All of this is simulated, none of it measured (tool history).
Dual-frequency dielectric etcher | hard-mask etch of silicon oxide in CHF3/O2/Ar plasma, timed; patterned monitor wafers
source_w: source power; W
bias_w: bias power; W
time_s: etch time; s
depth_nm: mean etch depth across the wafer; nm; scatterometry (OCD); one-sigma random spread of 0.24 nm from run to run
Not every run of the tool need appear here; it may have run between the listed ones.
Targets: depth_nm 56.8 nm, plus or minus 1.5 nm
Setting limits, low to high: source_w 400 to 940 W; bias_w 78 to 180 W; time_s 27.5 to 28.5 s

Run 1, day 0: source_w 670 W, bias_w 129 W, time_s 27.5 s. Result: depth_nm 48.708 nm.
Run 2, day 0.204: source_w 580 W, bias_w 129 W, time_s 27.5 s. Result: depth_nm 45.409 nm.
Run 3, day 0.304: source_w 580 W, bias_w 119 W, time_s 27.5 s. Result: depth_nm 44.288 nm.
Run 4, day 0.612: source_w 500 W, bias_w 119 W, time_s 27.5 s. Result: depth_nm 40.355 nm.
Run 5, day 0.862: source_w 560 W, bias_w 121 W, time_s 27.5 s. Result: depth_nm 43.524 nm.
At day 0.967: wet clean of the chamber.
Run 6, day 0.967: source_w 560 W, bias_w 107 W, time_s 27.5 s. Result: depth_nm 43.071 nm.
Run 7, day 1.096: source_w 610 W, bias_w 109 W, time_s 27.5 s. Result: depth_nm 45.408 nm.
Run 8, day 1.429: source_w 650 W, bias_w 110 W, time_s 27.5 s. Result: depth_nm 47.415 nm.
Run 9, day 1.496: source_w 680 W, bias_w 111 W, time_s 27.5 s. Result: depth_nm 48.294 nm.
Run 10, day 1.821: source_w 710 W, bias_w 112 W, time_s 27.5 s. Result: depth_nm 49.761 nm.
Run 11, day 1.854: source_w 730 W, bias_w 113 W, time_s 27.5 s. Result: depth_nm 50.578 nm.
Run 12, day 2.075: source_w 750 W, bias_w 114 W, time_s 27.5 s. Result: depth_nm 51.645 nm.

Which single option among these 5 for the next run brings every result within its allowed miss of target? Just one does.
Run A, day 2.296: source_w 740 W, bias_w 122 W, time_s 28.5 s. Result: depth_nm ?.
Run B, day 2.296: source_w 790 W, bias_w 108 W, time_s 28.5 s. Result: depth_nm ?.
Run C, day 2.296: source_w 760 W, bias_w 121 W, time_s 28 s. Result: depth_nm ?.
Run D, day 2.296: source_w 740 W, bias_w 115 W, time_s 28 s. Result: depth_nm ?.
Run E, day 2.296: source_w 940 W, bias_w 92 W, time_s 28.5 s. Result: depth_nm ?.

move  depth_nm
   A     54.17
   B     54.06
   C    53.808
   D    52.317
   E    56.407
A: nearer than the last run, and not there yet
B: nearer than the last run, and not there yet
C: nearer than the last run, and not there yet
D: nearer than the last run, and not there yet
E: all results in spec
Go with E: it meets all targets.
